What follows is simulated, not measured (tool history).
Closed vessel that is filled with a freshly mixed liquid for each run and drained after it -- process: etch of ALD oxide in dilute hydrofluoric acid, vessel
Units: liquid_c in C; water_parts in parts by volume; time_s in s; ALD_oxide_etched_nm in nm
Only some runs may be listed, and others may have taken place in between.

| run | hour | liquid_c | water_parts | time_s | ALD_oxide_etched_nm |
|---|---|---|---|---|---|
| 1 | 0.0 | 22.0 | 105 | 205 | 24.195 |
| 2 | 6.6 | 19.0 | 105 | 205 | 21.495 |
| 3 | 7.7 | 17.0 | 105 | 205 | 19.758 |
| 4 | 10.8 | 18.5 | 95 | 205 | 23.252 |
| 5 | 16.3 | 18.5 | 95 | 220 | 25.117 |
| 6 | 17.9 | 17.0 | 95 | 220 | 23.652 |
| 7 | 21.5 | 21.0 | 55 | 220 | 50.326 |
| 8 | 28.3 | 22.0 | 55 | 220 | 52.275 |
| 9 | 33.6 | 22.0 | 55 | 220 | 53.426 |
| 10 | 36.2 | 22.5 | 55 | 220 | 53.633 |
| 11 | 40.5 | 23.0 | 55 | 220 | 54.983 |
| 12 | 48.4 | 23.5 | 55 | 220 | 56.110 |

Run 13 comes next. What will it give?
| 13 | 53.2 | 24.0 | 55 | 220 | ? |

{"run 13": {"ALD_oxide_etched_nm": 56.927}}

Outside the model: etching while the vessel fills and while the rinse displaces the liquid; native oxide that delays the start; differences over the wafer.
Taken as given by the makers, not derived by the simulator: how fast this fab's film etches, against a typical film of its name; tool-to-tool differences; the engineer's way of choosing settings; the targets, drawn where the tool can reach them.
